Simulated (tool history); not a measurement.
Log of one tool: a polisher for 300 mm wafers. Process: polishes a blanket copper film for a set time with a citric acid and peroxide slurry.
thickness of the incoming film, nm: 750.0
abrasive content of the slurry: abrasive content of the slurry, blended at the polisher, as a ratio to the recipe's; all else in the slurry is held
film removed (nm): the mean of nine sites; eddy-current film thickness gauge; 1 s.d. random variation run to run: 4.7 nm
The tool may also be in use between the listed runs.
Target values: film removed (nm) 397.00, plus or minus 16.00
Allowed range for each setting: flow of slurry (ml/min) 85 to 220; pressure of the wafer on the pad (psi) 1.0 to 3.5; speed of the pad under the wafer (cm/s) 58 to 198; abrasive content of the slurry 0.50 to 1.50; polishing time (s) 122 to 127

run	day	flow of slurry (ml/min)	pressure of the wafer on the pad (psi)	speed of the pad under the wafer (cm/s)	abrasive content of the slurry	polishing time (s)	film removed (nm)
1	0.000	140	2.2	128	1.00	122	291.91
2	0.321	145	2.4	128	1.00	122	318.36
3	0.575	145	2.4	128	1.00	127	338.67
4	0.896	170	2.4	128	1.00	127	341.40
5	1.267	170	2.5	128	1.00	127	346.85
6	1.596	200	2.5	128	1.00	127	355.72
7	1.742	200	2.6	128	1.00	127	360.73
8	1.829	200	2.7	128	1.00	127	376.88

Of the 4 settings listed for the next run, only one would bring every result within its allowed miss of target. Which one?
A	1.917	170	2.3	142	1.35	122	?
B	1.917	185	2.8	130	0.85	122	?
C	1.917	180	2.0	166	0.95	125	?
D	1.917	205	2.5	150	0.90	127	?

move	film removed (nm)
A	355.00
B	362.42
C	348.22
D	390.87
A: misses by more than the last run did
B: misses by more than the last run did
C: misses by more than the last run did
D: in spec on every target
Answer: D
